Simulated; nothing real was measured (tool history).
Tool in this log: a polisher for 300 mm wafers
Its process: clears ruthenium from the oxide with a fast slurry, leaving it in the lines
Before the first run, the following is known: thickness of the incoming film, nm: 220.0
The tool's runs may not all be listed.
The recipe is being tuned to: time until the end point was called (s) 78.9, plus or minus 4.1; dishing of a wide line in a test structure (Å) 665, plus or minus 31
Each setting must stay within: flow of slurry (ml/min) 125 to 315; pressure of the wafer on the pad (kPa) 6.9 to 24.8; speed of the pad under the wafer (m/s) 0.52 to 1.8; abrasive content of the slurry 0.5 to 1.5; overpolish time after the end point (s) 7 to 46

run  hour  flow of slurry (ml/min)  pressure of the wafer on the pad (kPa)  speed of the pad under the wafer (m/s)  abrasive content of the slurry  overpolish time after the end point (s)  time until the end point was called (s)  dishing of a wide line in a test structure (Å)
  1     0                      205                                    15.9                                    1.16                               1                                       24                                   73.159                                          490.16
  2   1.1                      205                                    15.9                                    1.16                             1.2                                       24                                   67.349                                          520.92
  3   4.2                      205                                    15.9                                    1.16                             1.2                                       26                                   68.517                                          542.43
  4   8.5                      205                                    12.4                                    1.16                             1.2                                       26                                   77.986                                          487.12
  5    13                      205                                    12.4                                    1.16                             1.2                                       28                                   77.056                                          514.38
  6  21.2                      205                                    12.4                                    1.16                             1.2                                       29                                   80.611                                          539.27
  7    25                      205                                    12.4                                    1.16                             1.2                                       30                                    77.52                                          552.43
  8  29.2                      205                                    12.4                                    1.16                             1.2                                       31                                   80.909                                          559.36
  9  30.8                      205                                    12.4                                    1.16                             1.2                                       32                                   79.906                                          565.89
 10  36.9                      205                                    12.4                                    1.16                             1.2                                       33                                   80.513                                          592.05
 11  37.9                      205                                    13.1                                    1.16                             1.2                                       35                                   77.989                                          628.44
 12  43.7                      205                                    13.1                                    1.16                             1.2                                       36                                   75.017                                          608.62

Pick the move, out of 4, that brings all results within their allowed miss; only one does.
  A  49.5                      150                                    17.9                                    1.14                            0.95                                       32                                        ?                                               ?
  B  49.5                      210                                    12.4                                    1.12                            1.25                                       41                                        ?                                               ?
  C  49.5                      285                                     6.9                                     1.4                            1.35                                       35                                        ?                                               ?
  D  49.5                      170                                    14.5                                     1.1                            1.25                                       30                                        ?                                               ?

move  time until the end point was called (s)  dishing of a wide line in a test structure (Å)
   A                                   73.838                                          584.33
   B                                   79.374                                          651.49
   C                                   80.151                                          587.19
   D                                    75.73                                          550.68
A: lands further from the targets than the last run did
B: in spec on every target
C: lands further from the targets than the last run did
D: lands further from the targets than the last run did
The move that meets every target is B.

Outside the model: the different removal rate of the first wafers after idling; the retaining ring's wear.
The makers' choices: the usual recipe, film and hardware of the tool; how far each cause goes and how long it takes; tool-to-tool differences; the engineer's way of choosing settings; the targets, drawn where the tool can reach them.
